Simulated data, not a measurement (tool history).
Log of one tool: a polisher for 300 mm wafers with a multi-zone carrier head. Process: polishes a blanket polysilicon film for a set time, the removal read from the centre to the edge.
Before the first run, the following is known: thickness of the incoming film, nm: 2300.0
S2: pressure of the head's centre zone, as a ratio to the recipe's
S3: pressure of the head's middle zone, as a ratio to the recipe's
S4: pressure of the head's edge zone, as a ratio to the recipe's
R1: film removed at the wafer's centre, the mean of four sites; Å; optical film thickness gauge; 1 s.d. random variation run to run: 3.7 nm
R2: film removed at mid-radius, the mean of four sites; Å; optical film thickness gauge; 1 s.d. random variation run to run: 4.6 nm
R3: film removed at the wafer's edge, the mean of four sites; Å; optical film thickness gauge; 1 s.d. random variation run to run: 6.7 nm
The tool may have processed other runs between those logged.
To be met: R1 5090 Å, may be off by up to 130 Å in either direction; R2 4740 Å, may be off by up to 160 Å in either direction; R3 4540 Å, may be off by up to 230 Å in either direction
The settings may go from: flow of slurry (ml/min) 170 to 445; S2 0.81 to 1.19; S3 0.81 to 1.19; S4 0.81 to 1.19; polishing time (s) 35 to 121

Run 1, hour 0: flow of slurry (ml/min) 285, S2 1, S3 1, S4 1, polishing time (s) 78. Result: R1 5502.2 Å, R2 5434 Å, R3 5342.7 Å.
Run 2, hour 3.2: flow of slurry (ml/min) 310, S2 1, S3 1, S4 1, polishing time (s) 78. Result: R1 5552.3 Å, R2 5500.3 Å, R3 5264.7 Å.
Run 3, hour 5.8: flow of slurry (ml/min) 310, S2 1, S3 1, S4 1, polishing time (s) 97. Result: R1 6822.5 Å, R2 6879.1 Å, R3 6795.6 Å.
Run 4, hour 12.2: flow of slurry (ml/min) 310, S2 0.94, S3 1, S4 1, polishing time (s) 97. Result: R1 6436 Å, R2 6969.3 Å, R3 6625.7 Å.
Run 5, hour 19.2: flow of slurry (ml/min) 325, S2 0.94, S3 0.97, S4 0.97, polishing time (s) 92. Result: R1 6221.1 Å, R2 6357.7 Å, R3 6175 Å.
Run 6, hour 24.7: flow of slurry (ml/min) 340, S2 0.92, S3 0.95, S4 0.94, polishing time (s) 88. Result: R1 5743.5 Å, R2 5988.5 Å, R3 6031.3 Å.
Run 7, hour 25.9: flow of slurry (ml/min) 330, S2 0.95, S3 0.96, S4 0.93, polishing time (s) 83. Result: R1 5594.8 Å, R2 5663.6 Å, R3 5518.2 Å.
Run 8, hour 31.3: flow of slurry (ml/min) 275, S2 0.97, S3 0.88, S4 0.83, polishing time (s) 73. Result: R1 4963.1 Å, R2 4656.8 Å, R3 4572.8 Å.

4 candidate next runs follow, results not yet known. Just one meets every target within its allowed miss. Identify it.
Run A, hour 36.7: flow of slurry (ml/min) 365, S2 0.97, S3 0.88, S4 0.81, polishing time (s) 73. Result: R1 ?, R2 ?, R3 ?.
Run B, hour 36.7: flow of slurry (ml/min) 225, S2 0.96, S3 0.88, S4 0.91, polishing time (s) 73. Result: R1 ?, R2 ?, R3 ?.
Run C, hour 36.7: flow of slurry (ml/min) 265, S2 0.95, S3 0.81, S4 0.83, polishing time (s) 75. Result: R1 ?, R2 ?, R3 ?.
Run D, hour 36.7: flow of slurry (ml/min) 320, S2 1, S3 0.87, S4 0.81, polishing time (s) 70. Result: R1 ?, R2 ?, R3 ?.

move      R1      R2      R3
   A    5099  4744.1  4697.6
   B  4785.9  4522.7  4772.1
   C  4964.4  4457.6  4773.7
   D  4980.7  4461.2  4466.9
A: meets every target
B: further off than the last run
C: corrects the largest miss of the last run, while another result sits out of spec
D: corrects the largest miss of the last run, while another result sits out of spec
Move A is the one to make.

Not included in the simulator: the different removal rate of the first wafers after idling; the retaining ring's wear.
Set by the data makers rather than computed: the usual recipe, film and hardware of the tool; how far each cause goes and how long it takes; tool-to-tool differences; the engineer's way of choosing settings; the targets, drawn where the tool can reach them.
